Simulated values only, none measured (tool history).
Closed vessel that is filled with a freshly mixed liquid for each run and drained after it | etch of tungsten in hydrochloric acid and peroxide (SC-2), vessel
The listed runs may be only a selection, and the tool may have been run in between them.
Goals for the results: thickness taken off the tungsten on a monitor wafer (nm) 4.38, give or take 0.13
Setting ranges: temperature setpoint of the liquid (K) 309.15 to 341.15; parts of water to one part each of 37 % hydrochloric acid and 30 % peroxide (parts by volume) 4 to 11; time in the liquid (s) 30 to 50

run	day	temperature setpoint of the liquid (K)	parts of water to one part each of 37 % hydrochloric acid and 30 % peroxide (parts by volume)	time in the liquid (s)	thickness taken off the tungsten on a monitor wafer (nm)
1	0	325.15	6	50	8.7471
2	0.142	322.15	6	50	7.1633
3	0.183	319.65	6	50	6.1194
4	0.342	323.65	6	50	7.9133
5	0.388	320.65	6	50	6.5176
6	0.471	320.65	6	30	3.8969
7	0.496	321.15	6	30	4.0434
8	0.633	321.65	6	30	4.1523

5 candidate next runs follow, results not yet known. Just one meets every target within its allowed miss. Identify it.
A	0.771	322.15	8.5	35	?
B	0.771	320.15	6	35	?
C	0.771	315.65	4.5	35	?
D	0.771	316.65	5.5	45	?
E	0.771	320.15	6.5	35	?

move	thickness taken off the tungsten on a monitor wafer (nm)
A	3.8741
B	4.4426
C	4.0101
D	4.7908
E	4.1812
A: the biggest miss grows against the last run
B: hits every target within its allowed miss
C: the biggest miss grows against the last run
D: the result that was furthest off in the last run now lies on the other side of its target
E: closer than the last run, but not yet in spec
Answer: B
